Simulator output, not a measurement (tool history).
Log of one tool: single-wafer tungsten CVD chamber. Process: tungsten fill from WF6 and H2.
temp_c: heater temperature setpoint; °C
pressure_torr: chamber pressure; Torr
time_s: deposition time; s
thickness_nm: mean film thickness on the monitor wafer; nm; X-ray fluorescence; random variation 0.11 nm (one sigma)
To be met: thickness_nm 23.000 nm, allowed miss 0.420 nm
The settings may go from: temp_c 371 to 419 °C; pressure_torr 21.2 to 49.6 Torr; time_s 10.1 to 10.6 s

Run 1, day 0.000: temp_c 395 °C, pressure_torr 35.4 Torr, time_s 10.6 s. Result: thickness_nm 28.963 nm.
Run 2, day 0.246: temp_c 392 °C, pressure_torr 35.3 Torr, time_s 10.6 s. Result: thickness_nm 27.207 nm.
Run 3, day 0.279: temp_c 390 °C, pressure_torr 35.3 Torr, time_s 10.6 s. Result: thickness_nm 26.028 nm.
Run 4, day 0.421: temp_c 390 °C, pressure_torr 31.0 Torr, time_s 10.6 s. Result: thickness_nm 24.707 nm.
Run 5, day 0.496: temp_c 389 °C, pressure_torr 31.0 Torr, time_s 10.6 s. Result: thickness_nm 24.322 nm.
Run 6, day 0.725: temp_c 389 °C, pressure_torr 36.4 Torr, time_s 10.6 s. Result: thickness_nm 25.610 nm.
Run 7, day 0.862: temp_c 388 °C, pressure_torr 36.4 Torr, time_s 10.6 s. Result: thickness_nm 24.833 nm.
Run 8, day 1.079: temp_c 387 °C, pressure_torr 36.4 Torr, time_s 10.6 s. Result: thickness_nm 24.600 nm.
Run 9, day 1.429: temp_c 386 °C, pressure_torr 36.4 Torr, time_s 10.6 s. Result: thickness_nm 23.889 nm.

Which of these 5 next moves meets every target?
Run A, day 1.779: temp_c 383 °C, pressure_torr 49.6 Torr, time_s 10.6 s. Result: thickness_nm ?.
Run B, day 1.779: temp_c 386 °C, pressure_torr 38.8 Torr, time_s 10.6 s. Result: thickness_nm ?.
Run C, day 1.779: temp_c 387 °C, pressure_torr 38.7 Torr, time_s 10.6 s. Result: thickness_nm ?.
Run D, day 1.779: temp_c 387 °C, pressure_torr 30.0 Torr, time_s 10.6 s. Result: thickness_nm ?.
Run E, day 1.779: temp_c 388 °C, pressure_torr 34.9 Torr, time_s 10.6 s. Result: thickness_nm ?.

move  thickness_nm
   A        24.902
   B        24.387
   C        24.922
   D        22.806
   E        24.573
A: further off than the last run
B: further off than the last run
C: further off than the last run
D: meets every target
E: further off than the last run
Answer: D
